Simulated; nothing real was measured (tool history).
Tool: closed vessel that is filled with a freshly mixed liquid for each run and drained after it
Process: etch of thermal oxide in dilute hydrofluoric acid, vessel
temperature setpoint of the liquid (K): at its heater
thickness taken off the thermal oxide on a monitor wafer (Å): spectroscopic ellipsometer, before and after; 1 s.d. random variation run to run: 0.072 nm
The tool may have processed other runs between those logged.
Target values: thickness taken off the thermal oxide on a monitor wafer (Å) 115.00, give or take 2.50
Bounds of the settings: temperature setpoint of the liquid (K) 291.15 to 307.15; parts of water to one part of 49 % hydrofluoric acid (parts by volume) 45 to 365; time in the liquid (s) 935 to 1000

| run | hour | temperature setpoint of the liquid (K) | parts of water to one part of 49 % hydrofluoric acid (parts by volume) | time in the liquid (s) | thickness taken off the thermal oxide on a monitor wafer (Å) |
|---|---|---|---|---|---|
| 1 | 0.0 | 299.15 | 205 | 935 | 203.41 |
| 2 | 4.8 | 296.15 | 205 | 935 | 181.99 |
| 3 | 9.6 | 294.65 | 220 | 935 | 157.59 |
| 4 | 16.6 | 297.15 | 220 | 935 | 173.67 |
| 5 | 22.6 | 297.15 | 265 | 935 | 138.78 |
| 6 | 24.2 | 297.15 | 265 | 935 | 139.42 |
| 7 | 29.0 | 295.65 | 265 | 935 | 131.74 |
| 8 | 36.8 | 294.65 | 265 | 935 | 125.76 |
| 9 | 38.2 | 294.15 | 265 | 935 | 123.96 |
| 10 | 47.0 | 293.65 | 265 | 935 | 122.30 |
| 11 | 53.2 | 293.15 | 265 | 935 | 120.93 |
| 12 | 60.7 | 292.65 | 265 | 935 | 119.40 |
| 13 | 65.3 | 292.65 | 265 | 935 | 118.66 |

Next run, 4 choices. One meets every target within its allowed miss, the rest don't. Which?
| A | 69.9 | 292.15 | 270 | 960 | ? |
| B | 69.9 | 298.65 | 300 | 955 | ? |
| C | 69.9 | 292.65 | 255 | 945 | ? |
| D | 69.9 | 291.15 | 255 | 990 | ? |

| move | thickness taken off the thermal oxide on a monitor wafer (Å) |
|---|---|
| A | 115.92 |
| B | 127.30 |
| C | 124.80 |
| D | 123.50 |
A: meets every target
B: misses by more than the last run did
C: misses by more than the last run did
D: misses by more than the last run did
The right move is A.
